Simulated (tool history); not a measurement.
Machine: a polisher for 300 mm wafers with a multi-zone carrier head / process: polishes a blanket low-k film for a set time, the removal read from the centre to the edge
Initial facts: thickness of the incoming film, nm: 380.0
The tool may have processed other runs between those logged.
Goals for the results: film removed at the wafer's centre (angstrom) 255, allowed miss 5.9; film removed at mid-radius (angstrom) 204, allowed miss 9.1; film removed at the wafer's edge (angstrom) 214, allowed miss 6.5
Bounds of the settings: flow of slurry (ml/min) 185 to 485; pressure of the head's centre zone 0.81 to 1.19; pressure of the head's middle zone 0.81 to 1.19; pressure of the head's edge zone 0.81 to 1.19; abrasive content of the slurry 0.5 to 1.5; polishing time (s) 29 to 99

run    day  flow of slurry (ml/min)  pressure of the head's centre zone  pressure of the head's middle zone  pressure of the head's edge zone  abrasive content of the slurry  polishing time (s)  film removed at the wafer's centre (angstrom)  film removed at mid-radius (angstrom)  film removed at the wafer's edge (angstrom)
  1      0                      310                                   1                                   1                                 1                               1                  64                                         173.26                                 170.61                                       169.75
  2  0.217                      325                                1.05                                   1                              1.03                             1.1                  64                                         189.25                                 184.82                                        181.2
  3  0.517                      330                                1.08                                0.97                              1.02                             1.2                  64                                         205.15                                 182.16                                       188.25
  4  0.767                      340                                1.11                                0.97                              1.03                            1.25                  64                                         215.63                                 188.32                                        189.7
  5  0.958                      340                                1.11                                0.97                              0.98                            1.25                  64                                         213.17                                 185.94                                       186.76
  6  1.079                      345                                1.13                                0.97                              1.01                             1.3                  64                                         224.59                                 189.25                                       196.96
  7  1.125                      355                                1.14                                0.97                              1.01                            1.35                  64                                         229.81                                 191.31                                       195.56
  8   1.25                      350                                1.15                                0.97                              1.03                             1.4                  64                                         232.06                                 203.21                                       203.67
  9  1.479                      365                                1.16                                0.96                              1.03                             1.4                  64                                         236.81                                 191.45                                       203.05
 10  1.821                      370                                1.17                                0.97                              1.03                             1.4                  64                                         239.85                                 200.75                                       205.83
 11  2.138                      375                                1.17                                0.97                              1.03                             1.4                  64                                         239.03                                  199.8                                       198.71
 12  2.458                      375                                1.17                                0.96                              1.03                             1.4                  64                                         238.24                                 201.05                                       203.04
 13  2.825                      370                                1.17                                0.95                              1.03                             1.4                  64                                         239.85                                 192.95                                       202.97
 14  2.904                      370                                1.18                                0.95                              1.03                            1.45                  64                                         241.02                                 197.75                                       206.46
 15  3.246                      380                                1.18                                0.95                              1.03                            1.45                  64                                         246.27                                 199.21                                       205.85

Which single option among these 4 for the next run brings every result within its allowed miss of target? Just one does.
  A  3.588                      405                                1.13                                0.98                              0.98                             1.5                  73                                              ?                                      ?                                            ?
  B  3.588                      420                                1.19                                 0.9                              1.07                             1.4                  70                                              ?                                      ?                                            ?
  C  3.588                      400                                1.14                                 0.9                              0.94                            1.15                  76                                              ?                                      ?                                            ?
  D  3.588                      355                                 1.1                                0.97                              0.97                            1.35                  74                                              ?                                      ?                                            ?

move  film removed at the wafer's centre (angstrom)  film removed at mid-radius (angstrom)  film removed at the wafer's edge (angstrom)
   A                                         268.19                                 239.04                                       233.41
   B                                         264.43                                 208.33                                       228.25
   C                                         252.61                                 207.96                                       214.05
   D                                          251.9                                 228.94                                       224.79
A: carries the result that was furthest off beyond its target, to the other side
B: carries the result that was furthest off beyond its target, to the other side
C: each result inside its tolerance
D: the worst result of the last run now meets its target, but another is out of spec
The right move is C.
